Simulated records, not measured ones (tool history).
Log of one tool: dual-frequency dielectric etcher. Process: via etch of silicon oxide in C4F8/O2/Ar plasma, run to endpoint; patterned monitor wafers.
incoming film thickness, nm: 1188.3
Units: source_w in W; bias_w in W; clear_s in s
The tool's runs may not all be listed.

run	hour	source_w	bias_w	clear_s
1	0.0	2080	2161	232.69
2	3.8	2140	2182	229.85
3	8.7	2270	2182	219.00
4	14.9	2270	1924	225.07
5	18.0	2270	1750	228.03
6	23.3	1990	1750	247.16

Run 7 comes next. What will it give?
7	32.1	2060	1769	?

clear_s: 241.71 s

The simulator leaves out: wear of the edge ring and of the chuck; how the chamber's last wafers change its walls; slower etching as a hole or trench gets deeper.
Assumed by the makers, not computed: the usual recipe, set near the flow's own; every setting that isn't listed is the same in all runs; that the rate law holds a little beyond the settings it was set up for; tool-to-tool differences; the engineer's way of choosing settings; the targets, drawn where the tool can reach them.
